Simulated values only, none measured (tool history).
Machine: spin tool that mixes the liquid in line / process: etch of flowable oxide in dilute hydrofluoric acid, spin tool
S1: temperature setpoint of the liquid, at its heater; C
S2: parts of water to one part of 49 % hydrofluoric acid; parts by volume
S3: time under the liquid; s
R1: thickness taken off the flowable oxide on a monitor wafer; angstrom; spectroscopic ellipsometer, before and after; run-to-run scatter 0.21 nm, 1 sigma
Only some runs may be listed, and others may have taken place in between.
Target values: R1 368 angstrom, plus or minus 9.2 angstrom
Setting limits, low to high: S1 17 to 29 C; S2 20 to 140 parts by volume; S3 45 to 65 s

{"run": 1, "hour": 0.0, "S1": 21, "S2": 75, "S3": 65, "R1": 277.83}
{"run": 2, "hour": 4.4, "S1": 21, "S2": 95, "S3": 65, "R1": 219.33}
{"run": 3, "hour": 10.3, "S1": 22, "S2": 95, "S3": 65, "R1": 223.88}
{"run": 4, "hour": 13.2, "S1": 22, "S2": 95, "S3": 65, "R1": 223.86}
{"run": 5, "hour": 15.7, "S1": 22, "S2": 120, "S3": 65, "R1": 173.12}
{"run": 6, "hour": 21.7, "S1": 22, "S2": 120, "S3": 65, "R1": 173.36}
{"run": 7, "hour": 23.2, "S1": 22.5, "S2": 115, "S3": 65, "R1": 185.61}
{"run": 8, "hour": 31.4, "S1": 23, "S2": 110, "S3": 65, "R1": 199.07}
{"run": 9, "hour": 32.2, "S1": 23.5, "S2": 105, "S3": 65, "R1": 215.2}
{"run": 10, "hour": 40.5, "S1": 24, "S2": 100, "S3": 65, "R1": 231.86}
{"run": 11, "hour": 44.4, "S1": 24.5, "S2": 95, "S3": 65, "R1": 248.67}
{"run": 12, "hour": 51.7, "S1": 25, "S2": 95, "S3": 65, "R1": 252.47}

Below are 4 possible settings for the next run. Only one of them brings all results inside the allowed miss of their targets. Which is it?
{"run": "A", "hour": 59.0, "S1": 23.5, "S2": 50, "S3": 65, "R1": "?"}
{"run": "B", "hour": 59.0, "S1": 24.5, "S2": 115, "S3": 45, "R1": "?"}
{"run": "C", "hour": 59.0, "S1": 27, "S2": 70, "S3": 65, "R1": "?"}
{"run": "D", "hour": 59.0, "S1": 26, "S2": 70, "S3": 65, "R1": "?"}

move=A R1=479.87
move=B R1=138.51
move=C R1=384.34
move=D R1=369.4
A: moves the result that the last run missed by most past its target, out the other side
B: further off than the last run
C: moves the result that the last run missed by most past its target, out the other side
D: each result inside its tolerance
D meets every target.

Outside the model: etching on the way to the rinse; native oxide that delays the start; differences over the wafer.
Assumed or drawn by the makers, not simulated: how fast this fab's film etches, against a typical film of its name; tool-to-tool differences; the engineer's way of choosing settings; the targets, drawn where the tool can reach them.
